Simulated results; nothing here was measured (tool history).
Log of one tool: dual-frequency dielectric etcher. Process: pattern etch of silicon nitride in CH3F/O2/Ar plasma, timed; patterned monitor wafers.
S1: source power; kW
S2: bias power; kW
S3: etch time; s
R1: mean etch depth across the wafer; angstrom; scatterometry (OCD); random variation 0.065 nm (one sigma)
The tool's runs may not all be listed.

run 1 hour=0.0 | S1=0.340 S2=0.064 S3=37.0 | R1=245.80
run 2 hour=5.9 | S1=0.380 S2=0.064 S3=37.0 | R1=255.33
run 3 hour=13.0 | S1=0.380 S2=0.059 S3=37.0 | R1=249.09
run 4 hour=15.9 | S1=0.350 S2=0.058 S3=37.0 | R1=240.50
run 5 hour=17.2 | S1=0.350 S2=0.058 S3=37.0 | R1=241.55
run 6 hour=24.2 | S1=0.330 S2=0.057 S3=37.0 | R1=235.67
run 7 hour=31.1 | S1=0.310 S2=0.056 S3=37.0 | R1=228.83
run 8 hour=38.0 | S1=0.300 S2=0.056 S3=37.0 | R1=228.37
run 9 hour=43.3 | S1=0.290 S2=0.056 S3=37.0 | R1=225.12

Forecast run 10:
run 10 hour=51.1 | S1=0.280 S2=0.056 S3=37.0 | R1=?

R1: 223.00 angstrom
